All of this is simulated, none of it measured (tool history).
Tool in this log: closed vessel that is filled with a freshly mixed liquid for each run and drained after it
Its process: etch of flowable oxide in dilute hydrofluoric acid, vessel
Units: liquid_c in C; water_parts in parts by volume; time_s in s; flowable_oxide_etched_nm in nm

run 1 hour=0.0 | liquid_c=20.0 water_parts=205 time_s=30 | flowable_oxide_etched_nm=3.9890
run 2 hour=5.4 | liquid_c=20.0 water_parts=205 time_s=30 | flowable_oxide_etched_nm=3.9926
run 3 hour=8.9 | liquid_c=17.0 water_parts=205 time_s=30 | flowable_oxide_etched_nm=3.5685
run 4 hour=13.8 | liquid_c=17.0 water_parts=205 time_s=30 | flowable_oxide_etched_nm=3.5554
run 5 hour=19.9 | liquid_c=17.0 water_parts=205 time_s=30 | flowable_oxide_etched_nm=3.5641
run 6 hour=26.1 | liquid_c=20.0 water_parts=180 time_s=30 | flowable_oxide_etched_nm=4.6369
run 7 hour=31.3 | liquid_c=22.5 water_parts=165 time_s=30 | flowable_oxide_etched_nm=5.6742
run 8 hour=33.0 | liquid_c=24.0 water_parts=155 time_s=30 | flowable_oxide_etched_nm=6.4703
run 9 hour=41.3 | liquid_c=25.0 water_parts=150 time_s=30 | flowable_oxide_etched_nm=6.9880

What will run 10 give?
run 10 hour=43.0 | liquid_c=26.0 water_parts=150 time_s=30 | flowable_oxide_etched_nm=?

{"run 10": {"flowable_oxide_etched_nm": 7.2987}}

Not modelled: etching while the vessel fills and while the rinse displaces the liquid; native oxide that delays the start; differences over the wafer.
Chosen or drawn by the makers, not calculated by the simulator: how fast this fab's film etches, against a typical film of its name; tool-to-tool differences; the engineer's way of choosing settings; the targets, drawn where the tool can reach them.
